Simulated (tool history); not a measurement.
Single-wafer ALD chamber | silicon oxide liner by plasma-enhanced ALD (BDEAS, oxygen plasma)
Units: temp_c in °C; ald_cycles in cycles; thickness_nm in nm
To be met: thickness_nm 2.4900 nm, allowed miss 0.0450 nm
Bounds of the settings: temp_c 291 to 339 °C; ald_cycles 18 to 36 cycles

Run 1, hour 0.0: temp_c 315 °C, ald_cycles 27 cycles. Result: thickness_nm 2.2143 nm.
Run 2, hour 6.2: temp_c 315 °C, ald_cycles 28 cycles. Result: thickness_nm 2.2786 nm.
Run 3, hour 12.5: temp_c 324 °C, ald_cycles 28 cycles. Result: thickness_nm 2.2817 nm.
Run 4, hour 14.2: temp_c 319 °C, ald_cycles 28 cycles. Result: thickness_nm 2.2569 nm.
Run 5, hour 22.5: temp_c 319 °C, ald_cycles 25 cycles. Result: thickness_nm 2.0123 nm.
Run 6, hour 28.5: temp_c 319 °C, ald_cycles 26 cycles. Result: thickness_nm 2.0961 nm.
Run 7, hour 36.8: temp_c 319 °C, ald_cycles 27 cycles. Result: thickness_nm 2.1905 nm.
Run 8, hour 45.2: temp_c 319 °C, ald_cycles 28 cycles. Result: thickness_nm 2.2865 nm.
At hour 50.6: thermocouple changed; heater temperature recalibrated.
Run 9, hour 50.6: temp_c 319 °C, ald_cycles 29 cycles. Result: thickness_nm 2.3483 nm.
Run 10, hour 56.0: temp_c 319 °C, ald_cycles 30 cycles. Result: thickness_nm 2.4282 nm.

4 next moves are on the table. One of them brings every result within its allowed miss. Which?
Run A, hour 61.4: temp_c 323 °C, ald_cycles 32 cycles. Result: thickness_nm ?.
Run B, hour 61.4: temp_c 329 °C, ald_cycles 31 cycles. Result: thickness_nm ?.
Run C, hour 61.4: temp_c 321 °C, ald_cycles 32 cycles. Result: thickness_nm ?.
Run D, hour 61.4: temp_c 324 °C, ald_cycles 33 cycles. Result: thickness_nm ?.

move  thickness_nm
   A        2.5998
   B        2.4994
   C        2.6064
   D        2.6777
A: takes the result that was furthest off past its target
B: meets every target
C: takes the result that was furthest off past its target
D: takes the result that was furthest off past its target
Move B is the one to make.
